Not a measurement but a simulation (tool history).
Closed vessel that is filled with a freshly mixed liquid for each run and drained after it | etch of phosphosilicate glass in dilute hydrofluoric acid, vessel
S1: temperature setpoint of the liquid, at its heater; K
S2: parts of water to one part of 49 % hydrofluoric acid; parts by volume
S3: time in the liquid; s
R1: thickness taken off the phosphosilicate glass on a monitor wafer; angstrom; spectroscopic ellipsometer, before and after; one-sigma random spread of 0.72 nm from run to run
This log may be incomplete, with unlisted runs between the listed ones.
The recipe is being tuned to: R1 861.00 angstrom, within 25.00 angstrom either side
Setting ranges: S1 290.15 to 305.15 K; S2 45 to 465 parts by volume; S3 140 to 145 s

run  hour      S1   S2   S3      R1
  1   0.0  297.15  255  140  545.01
  2   9.2  299.15  245  140  620.37
  3  18.2  299.15  245  140  618.79
  4  20.3  300.15  245  140  648.77
  5  27.2  297.15  245  140  584.57
  6  30.3  299.15  235  140  646.05
  7  31.9  300.65  230  140  711.68
  8  39.0  301.65  230  140  742.43
  9  41.2  302.65  230  140  764.19
 10  46.6  303.15  230  140  773.72
 11  52.8  303.65  230  140  788.90
 12  56.2  304.15  230  140  798.52

Pick the move, out of 5, that brings all results within their allowed miss; only one does.
  A  59.6  305.15  230  145   ?
  B  59.6  304.15  215  145   ?
  C  59.6  305.15  220  145   ?
  D  59.6  303.65  210  145   ?
  E  59.6  305.15  245  140   ?

move      R1
   A  865.23
   B  911.90
   C  915.86
   D  923.55
   E  769.99
A: every result within its allowed miss
B: pushes the last run's worst result past its target
C: pushes the last run's worst result past its target
D: pushes the last run's worst result past its target
E: moves away from the targets compared with the last run
Correct choice: A, which meets every target
